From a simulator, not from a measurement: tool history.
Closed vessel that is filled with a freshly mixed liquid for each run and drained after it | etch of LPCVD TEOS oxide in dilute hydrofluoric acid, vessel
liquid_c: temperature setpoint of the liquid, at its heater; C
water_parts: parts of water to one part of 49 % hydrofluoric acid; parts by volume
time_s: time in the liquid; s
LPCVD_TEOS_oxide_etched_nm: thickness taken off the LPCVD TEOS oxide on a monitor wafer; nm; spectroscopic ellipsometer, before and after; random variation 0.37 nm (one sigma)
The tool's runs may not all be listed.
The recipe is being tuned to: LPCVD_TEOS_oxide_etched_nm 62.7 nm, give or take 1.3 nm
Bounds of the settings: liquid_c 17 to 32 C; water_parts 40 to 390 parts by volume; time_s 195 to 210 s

run	day	liquid_c	water_parts	time_s	LPCVD_TEOS_oxide_etched_nm
1	0	24	215	195	42.105
2	0.283	25.5	210	195	46.096
3	0.504	27	210	195	48.59
4	0.629	28.5	210	195	51.003
5	0.812	29	205	195	53.413
6	0.85	29.5	205	195	54.263
7	1.029	30	205	195	55.868
8	1.254	30.5	205	195	56.663
9	1.458	31	205	195	57.465
10	1.638	31.5	200	195	60.014

Below are 4 possible settings for the next run. Only one of them brings all results inside the allowed miss of their targets. Which is it?
A	1.817	30.5	200	210	?
B	1.817	30	195	195	?
C	1.817	31.5	185	195	?
D	1.817	32	200	210	?

move	LPCVD_TEOS_oxide_etched_nm
A	62.934
B	59.277
C	66.639
D	66.234
A: hits every target within its allowed miss
B: moves away from the targets compared with the last run
C: the result that was furthest off in the last run now lies on the other side of its target
D: the result that was furthest off in the last run now lies on the other side of its target
Move A is the one to make.
